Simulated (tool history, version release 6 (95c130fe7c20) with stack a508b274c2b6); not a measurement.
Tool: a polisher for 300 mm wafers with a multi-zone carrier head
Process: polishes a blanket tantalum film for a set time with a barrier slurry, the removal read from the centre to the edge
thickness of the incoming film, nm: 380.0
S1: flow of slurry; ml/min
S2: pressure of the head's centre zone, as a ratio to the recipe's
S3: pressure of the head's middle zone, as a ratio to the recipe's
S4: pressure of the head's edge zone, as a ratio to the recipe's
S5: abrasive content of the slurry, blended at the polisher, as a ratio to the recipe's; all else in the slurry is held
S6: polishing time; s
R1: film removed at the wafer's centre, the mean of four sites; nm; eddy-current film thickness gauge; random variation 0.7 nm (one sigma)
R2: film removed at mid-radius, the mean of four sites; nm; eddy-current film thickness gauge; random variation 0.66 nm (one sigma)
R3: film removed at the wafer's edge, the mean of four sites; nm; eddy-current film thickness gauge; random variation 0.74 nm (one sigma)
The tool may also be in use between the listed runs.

{"run": 1, "hour": 0.0, "S1": 180, "S2": 1.0, "S3": 1.0, "S4": 1.0, "S5": 1.0, "S6": 49, "R1": 81.37, "R2": 80.139, "R3": 81.219}
{"run": 2, "hour": 1.3, "S1": 180, "S2": 1.0, "S3": 1.05, "S4": 1.0, "S5": 1.0, "S6": 49, "R1": 79.831, "R2": 82.953, "R3": 81.883}
{"run": 3, "hour": 6.2, "S1": 150, "S2": 1.0, "S3": 1.05, "S4": 1.0, "S5": 1.0, "S6": 49, "R1": 79.564, "R2": 82.126, "R3": 79.463}
{"run": 4, "hour": 8.3, "S1": 170, "S2": 1.0, "S3": 1.05, "S4": 1.0, "S5": 1.0, "S6": 49, "R1": 81.687, "R2": 83.577, "R3": 81.608}
{"run": 5, "hour": 11.0, "S1": 190, "S2": 1.03, "S3": 1.07, "S4": 1.04, "S5": 1.0, "S6": 49, "R1": 83.467, "R2": 84.384, "R3": 82.337}
{"run": 6, "hour": 11.6, "S1": 190, "S2": 1.03, "S3": 1.07, "S4": 1.04, "S5": 1.2, "S6": 49, "R1": 86.658, "R2": 89.146, "R3": 86.386}
{"run": 7, "hour": 20.2, "S1": 190, "S2": 1.03, "S3": 1.07, "S4": 1.04, "S5": 1.2, "S6": 49, "R1": 87.676, "R2": 88.713, "R3": 86.099}
{"run": 8, "hour": 27.7, "S1": 200, "S2": 1.04, "S3": 1.07, "S4": 1.07, "S5": 1.25, "S6": 49, "R1": 90.878, "R2": 91.168, "R3": 89.507}
{"run": 9, "hour": 34.4, "S1": 200, "S2": 1.04, "S3": 1.07, "S4": 1.07, "S5": 1.25, "S6": 49, "R1": 90.771, "R2": 90.833, "R3": 89.487}

Forecast run 10:
{"run": 10, "hour": 38.2, "S1": 250, "S2": 1.12, "S3": 1.07, "S4": 1.17, "S5": 1.3, "S6": 49, "R1": "?", "R2": "?", "R3": "?"}

Run 10 gave R1 99.658 nm, R2 93.723 nm, R3 94.122 nm.

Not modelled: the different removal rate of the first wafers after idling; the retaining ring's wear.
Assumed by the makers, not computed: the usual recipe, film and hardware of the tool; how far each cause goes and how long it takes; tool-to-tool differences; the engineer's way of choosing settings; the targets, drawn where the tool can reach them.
